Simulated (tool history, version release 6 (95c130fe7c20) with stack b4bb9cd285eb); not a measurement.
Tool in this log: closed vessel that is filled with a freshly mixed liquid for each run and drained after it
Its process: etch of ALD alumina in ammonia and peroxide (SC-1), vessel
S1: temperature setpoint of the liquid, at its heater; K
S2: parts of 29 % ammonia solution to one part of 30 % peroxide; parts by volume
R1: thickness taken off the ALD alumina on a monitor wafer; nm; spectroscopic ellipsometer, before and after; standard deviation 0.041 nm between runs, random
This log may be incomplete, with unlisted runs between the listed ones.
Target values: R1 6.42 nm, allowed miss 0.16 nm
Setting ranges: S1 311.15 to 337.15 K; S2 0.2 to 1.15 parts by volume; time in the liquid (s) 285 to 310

{"run": 1, "day": 0.0, "S1": 321.15, "S2": 0.65, "time in the liquid (s)": 285, "R1": 11.136}
{"run": 2, "day": 0.233, "S1": 319.65, "S2": 0.65, "time in the liquid (s)": 285, "R1": 10.264}
{"run": 3, "day": 0.296, "S1": 315.15, "S2": 0.65, "time in the liquid (s)": 285, "R1": 7.9869}
{"run": 4, "day": 0.496, "S1": 314.65, "S2": 0.65, "time in the liquid (s)": 285, "R1": 7.7798}
{"run": 5, "day": 0.838, "S1": 314.15, "S2": 0.65, "time in the liquid (s)": 285, "R1": 7.447}
{"run": 6, "day": 0.896, "S1": 314.15, "S2": 0.75, "time in the liquid (s)": 285, "R1": 7.5707}
{"run": 7, "day": 1.279, "S1": 313.65, "S2": 0.75, "time in the liquid (s)": 285, "R1": 7.4345}
{"run": 8, "day": 1.542, "S1": 313.15, "S2": 0.75, "time in the liquid (s)": 285, "R1": 7.2192}
{"run": 9, "day": 1.762, "S1": 312.65, "S2": 0.75, "time in the liquid (s)": 285, "R1": 6.9184}

Exactly one of the 5 candidate moves below puts every result within its allowed miss. Which one?
{"run": "A", "day": 1.983, "S1": 312.65, "S2": 0.65, "time in the liquid (s)": 285, "R1": "?"}
{"run": "B", "day": 1.983, "S1": 311.65, "S2": 0.8, "time in the liquid (s)": 290, "R1": "?"}
{"run": "C", "day": 1.983, "S1": 311.15, "S2": 0.85, "time in the liquid (s)": 285, "R1": "?"}
{"run": "D", "day": 1.983, "S1": 312.15, "S2": 0.9, "time in the liquid (s)": 290, "R1": "?"}
{"run": "E", "day": 1.983, "S1": 311.15, "S2": 0.7, "time in the liquid (s)": 310, "R1": "?"}

move=A R1=6.8357
move=B R1=6.686
move=C R1=6.4146
move=D R1=6.9663
move=E R1=6.8485
A: closes in on the targets versus the last run, not all within tolerance yet
B: closes in on the targets versus the last run, not all within tolerance yet
C: in spec on every target
D: the biggest miss grows against the last run
E: closes in on the targets versus the last run, not all within tolerance yet
C meets every target.
